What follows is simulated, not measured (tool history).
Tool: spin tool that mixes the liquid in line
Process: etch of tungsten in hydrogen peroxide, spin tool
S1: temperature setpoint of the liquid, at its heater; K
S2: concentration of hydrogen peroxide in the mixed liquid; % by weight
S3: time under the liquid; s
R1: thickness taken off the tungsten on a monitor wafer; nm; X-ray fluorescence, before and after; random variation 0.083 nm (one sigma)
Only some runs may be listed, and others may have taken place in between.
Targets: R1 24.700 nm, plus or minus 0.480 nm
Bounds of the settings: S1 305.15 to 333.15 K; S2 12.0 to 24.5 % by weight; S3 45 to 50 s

Run 1, hour 0.0: S1 317.15 K, S2 16.5 % by weight, S3 45 s. Result: R1 45.769 nm.
Run 2, hour 0.7: S1 316.15 K, S2 16.5 % by weight, S3 45 s. Result: R1 42.736 nm.
Run 3, hour 4.7: S1 316.15 K, S2 16.5 % by weight, S3 45 s. Result: R1 42.714 nm.
Run 4, hour 8.1: S1 316.15 K, S2 18.0 % by weight, S3 45 s. Result: R1 44.779 nm.
Run 5, hour 10.5: S1 315.15 K, S2 18.0 % by weight, S3 45 s. Result: R1 41.899 nm.
Run 6, hour 15.7: S1 315.15 K, S2 18.0 % by weight, S3 45 s. Result: R1 41.925 nm.
Run 7, hour 19.0: S1 314.15 K, S2 18.0 % by weight, S3 45 s. Result: R1 39.238 nm.
Run 8, hour 22.3: S1 313.15 K, S2 18.0 % by weight, S3 45 s. Result: R1 36.731 nm.

Next run, 5 choices. One meets every target within its allowed miss, the rest don't. Which?
Run A, hour 25.6: S1 306.65 K, S2 18.0 % by weight, S3 45 s. Result: R1 ?.
Run B, hour 25.6: S1 310.65 K, S2 17.5 % by weight, S3 45 s. Result: R1 ?.
Run C, hour 25.6: S1 307.15 K, S2 13.0 % by weight, S3 50 s. Result: R1 ?.
Run D, hour 25.6: S1 314.65 K, S2 17.0 % by weight, S3 50 s. Result: R1 ?.
Run E, hour 25.6: S1 309.65 K, S2 13.0 % by weight, S3 45 s. Result: R1 ?.

move      R1
   A  24.036
   B  30.984
   C  23.479
   D  44.059
   E  24.991
A: pushes the last run's worst result past its target
B: nearer the targets than the last run, but a result is still out of spec
C: pushes the last run's worst result past its target
D: further off than the last run
E: each result inside its tolerance
The move that meets every target is E.
